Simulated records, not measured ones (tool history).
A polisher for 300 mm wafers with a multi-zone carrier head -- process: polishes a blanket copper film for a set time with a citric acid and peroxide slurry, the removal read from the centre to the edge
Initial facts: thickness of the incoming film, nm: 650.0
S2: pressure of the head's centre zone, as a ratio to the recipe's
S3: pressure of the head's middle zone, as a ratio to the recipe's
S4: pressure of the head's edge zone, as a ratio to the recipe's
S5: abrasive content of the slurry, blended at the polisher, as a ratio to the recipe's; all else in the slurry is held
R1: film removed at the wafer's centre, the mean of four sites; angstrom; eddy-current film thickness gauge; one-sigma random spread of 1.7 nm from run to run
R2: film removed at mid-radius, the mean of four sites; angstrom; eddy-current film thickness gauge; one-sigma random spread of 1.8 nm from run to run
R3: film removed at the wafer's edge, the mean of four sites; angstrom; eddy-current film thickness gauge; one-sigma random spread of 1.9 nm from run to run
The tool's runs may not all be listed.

run 1 hour=0 | flow_of_slurry_(ml/min)=220 S2=1 S3=1 S4=1 S5=1 polishing_time_(s)=59 | R1=2308.3 R2=2381 R3=2378.8
run 2 hour=6.2 | flow_of_slurry_(ml/min)=220 S2=1 S3=1 S4=1 S5=1 polishing_time_(s)=48 | R1=1914.9 R2=1898 R3=1907.3
run 3 hour=6.9 | flow_of_slurry_(ml/min)=275 S2=1 S3=1 S4=1 S5=1 polishing_time_(s)=48 | R1=1936 R2=1907.8 R3=1989.4
run 4 hour=11.7 | flow_of_slurry_(ml/min)=275 S2=1.03 S3=0.98 S4=0.99 S5=1 polishing_time_(s)=48 | R1=2007.5 R2=1889.6 R3=1951.2
run 5 hour=12.8 | flow_of_slurry_(ml/min)=280 S2=1.05 S3=0.96 S4=0.99 S5=1 polishing_time_(s)=48 | R1=2048.9 R2=1923.6 R3=1964.3
run 6 hour=18.1 | flow_of_slurry_(ml/min)=280 S2=1.05 S3=0.92 S4=0.99 S5=1 polishing_time_(s)=48 | R1=2064.3 R2=1830.8 R3=1954.6
run 7 hour=21.5 | flow_of_slurry_(ml/min)=280 S2=1.06 S3=0.91 S4=0.99 S5=1 polishing_time_(s)=48 | R1=2084.8 R2=1804.4 R3=2004.8

For run 8, what comes out?
run 8 hour=23.2 | flow_of_slurry_(ml/min)=280 S2=1.08 S3=0.91 S4=0.98 S5=1 polishing_time_(s)=48 | R1=? R2=? R3=?

{"run 8": {"R1": 2103.6, "R2": 1814.8, "R3": 1966.2}}

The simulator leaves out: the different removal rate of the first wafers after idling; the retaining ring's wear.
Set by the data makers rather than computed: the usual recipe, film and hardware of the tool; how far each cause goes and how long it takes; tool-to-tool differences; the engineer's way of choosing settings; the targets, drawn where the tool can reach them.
